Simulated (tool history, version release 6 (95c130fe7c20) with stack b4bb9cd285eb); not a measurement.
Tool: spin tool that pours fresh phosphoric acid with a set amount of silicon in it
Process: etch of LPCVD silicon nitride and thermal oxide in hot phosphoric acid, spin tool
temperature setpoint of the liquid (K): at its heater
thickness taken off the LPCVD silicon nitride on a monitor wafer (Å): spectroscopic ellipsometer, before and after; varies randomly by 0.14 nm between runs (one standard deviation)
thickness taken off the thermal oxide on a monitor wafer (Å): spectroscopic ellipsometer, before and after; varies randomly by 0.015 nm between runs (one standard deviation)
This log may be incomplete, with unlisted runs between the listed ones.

run,hour,temperature setpoint of the liquid (K),silicon dissolved in the acid as it is poured (mg a litre),time under the liquid (s),thickness taken off the LPCVD silicon nitride on a monitor wafer (Å),thickness taken off the thermal oxide on a monitor wafer (Å)
1,0,436.15,26.5,180,176.5,2.8892
2,4.7,436.15,26.5,110,107.69,2.2007
3,13.6,437.15,26.5,110,110.22,2.0313
4,21.9,437.15,19.5,110,111.13,2.93
5,23.5,437.15,19.5,175,176.66,4.1587
6,31.1,438.65,19.5,175,183.82,5.5397

Estimate the outcome of run 7 from the log above:
7,32.1,438.65,23.5,180,?,?

{"run 7": {"thickness taken off the LPCVD silicon nitride on a monitor wafer (Å)": 192.15, "thickness taken off the thermal oxide on a monitor wafer (Å)": 3.9751}}
